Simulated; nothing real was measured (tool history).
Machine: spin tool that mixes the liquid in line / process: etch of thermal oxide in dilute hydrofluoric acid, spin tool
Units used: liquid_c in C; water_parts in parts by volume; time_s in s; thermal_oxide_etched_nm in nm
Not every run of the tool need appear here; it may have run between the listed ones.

run	hour	liquid_c	water_parts	time_s	thermal_oxide_etched_nm
1	0	23	250	275	4.3895
2	7.1	24.5	195	275	6.2186
3	9.6	27.5	195	275	6.8418
4	17.8	24	195	275	6.0233
5	25.4	22.5	195	275	5.8368
6	32.5	24	155	275	7.9202
7	34.9	25	130	275	10.406

Forecast run 8:
# hour 43.8: hydrofluoric acid flow meter replaced
8	43.8	26	120	275	?

thermal_oxide_etched_nm: 10.673 nm
